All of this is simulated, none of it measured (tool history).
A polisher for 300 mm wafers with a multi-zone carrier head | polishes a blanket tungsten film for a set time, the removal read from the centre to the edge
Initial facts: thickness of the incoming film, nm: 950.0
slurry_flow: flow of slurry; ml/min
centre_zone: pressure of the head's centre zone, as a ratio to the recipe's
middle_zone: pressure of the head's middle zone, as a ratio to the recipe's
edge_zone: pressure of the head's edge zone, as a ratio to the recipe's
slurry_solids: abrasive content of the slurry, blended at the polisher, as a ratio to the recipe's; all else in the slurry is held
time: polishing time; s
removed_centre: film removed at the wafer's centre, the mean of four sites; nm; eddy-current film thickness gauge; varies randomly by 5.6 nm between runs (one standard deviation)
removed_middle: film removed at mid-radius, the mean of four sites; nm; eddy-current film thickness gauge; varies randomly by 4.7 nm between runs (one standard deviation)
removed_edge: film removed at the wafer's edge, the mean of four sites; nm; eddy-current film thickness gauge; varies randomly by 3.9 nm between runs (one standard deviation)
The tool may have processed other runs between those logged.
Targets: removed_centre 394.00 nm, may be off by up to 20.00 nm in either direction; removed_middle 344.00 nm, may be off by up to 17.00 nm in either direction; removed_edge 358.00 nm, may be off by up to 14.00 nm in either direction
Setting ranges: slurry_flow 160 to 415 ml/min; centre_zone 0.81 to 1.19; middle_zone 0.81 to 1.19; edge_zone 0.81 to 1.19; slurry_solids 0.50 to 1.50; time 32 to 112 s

run    day  slurry_flow  centre_zone  middle_zone  edge_zone  slurry_solids  time  removed_centre  removed_middle  removed_edge
  1  0.000          265         1.00         1.00       1.00           1.00    72          271.64          275.60        279.61
  2  0.371          265         1.00         1.00       1.00           0.80    72          267.06          258.55        263.08
  3  0.471          270         1.02         1.00       1.01           0.85    73          279.08          264.59        273.14
  4  0.538          275         1.04         1.01       1.02           0.90    74          292.18          287.14        280.87
  5  0.833          275         1.04         1.01       1.02           1.10    74          293.36          289.98        291.24
  6  0.871          275         1.10         1.01       1.02           1.10    74          314.79          285.30        293.59
  7  1.212          275         1.11         1.01       1.02           1.15    75          318.43          295.03        293.00
  8  1.438          295         1.17         0.95       1.12           1.30    88          413.95          339.36        374.22
  9  1.725          295         1.17         0.96       1.11           1.30    88          419.79          334.59        380.98
 10  1.879          295         1.17         0.97       1.10           1.30    88          419.16          342.33        372.29
 11  2.083          295         1.16         0.97       1.10           1.30    88          405.78          344.86        377.38
 12  2.321          295         1.16         0.97       1.09           1.30    88          414.38          349.30        375.81

Which of these 5 next moves meets every target?
  A  2.558          340         1.19         0.93       1.12           1.20    94               ?               ?             ?
  B  2.558          310         1.08         1.19       0.90           1.40    80               ?               ?             ?
  C  2.558          275         1.14         1.01       1.08           1.05    90               ?               ?             ?
  D  2.558          315         1.19         1.06       1.00           1.45    79               ?               ?             ?
  E  2.558          375         1.19         0.87       1.04           1.15    87               ?               ?             ?

move  removed_centre  removed_middle  removed_edge
   A          467.81          364.42        399.10
   B          367.25          389.13        310.37
   C          406.18          355.10        358.29
   D          403.07          350.70        325.28
   E          434.88          320.34        356.55
A: moves away from the targets compared with the last run
B: takes the result that was furthest off past its target
C: all results land within tolerance of their targets
D: takes the result that was furthest off past its target
E: the furthest-off result lands on target, but another misses its tolerance
Go with C: it meets all targets.
